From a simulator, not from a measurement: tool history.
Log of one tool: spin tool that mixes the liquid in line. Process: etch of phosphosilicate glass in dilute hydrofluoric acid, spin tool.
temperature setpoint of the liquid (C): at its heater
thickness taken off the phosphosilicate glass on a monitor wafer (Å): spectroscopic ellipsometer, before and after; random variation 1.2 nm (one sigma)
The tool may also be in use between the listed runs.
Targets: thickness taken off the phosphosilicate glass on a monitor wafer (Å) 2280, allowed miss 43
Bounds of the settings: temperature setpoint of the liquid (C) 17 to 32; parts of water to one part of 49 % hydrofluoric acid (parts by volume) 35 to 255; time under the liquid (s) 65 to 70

run	hour	temperature setpoint of the liquid (C)	parts of water to one part of 49 % hydrofluoric acid (parts by volume)	time under the liquid (s)	thickness taken off the phosphosilicate glass on a monitor wafer (Å)
1	0	24	145	65	714.77
2	8	26	120	65	954.69
3	12.4	27.5	100	65	1256
4	13.9	27.5	100	65	1256.6
5	20.6	27.5	100	70	1352.5
6	28.9	28.5	90	70	1578.6
7	37.8	29.5	85	70	1753.5
8	39.6	32	65	70	2579.9
9	47.1	31.5	65	70	2539.6
10	53	28	65	70	2217.3
11	59.9	28	65	70	2239.6

4 next moves are on the table. One of them brings every result within its allowed miss. Which?
A	66.8	27	60	65	?
B	66.8	25	55	65	?
C	66.8	28.5	65	70	?
D	66.8	27.5	65	70	?

move	thickness taken off the phosphosilicate glass on a monitor wafer (Å)
A	2161.6
B	2190.8
C	2263.9
D	2176.5
A: further off than the last run
B: further off than the last run
C: meets every target
D: further off than the last run
The right move is C.
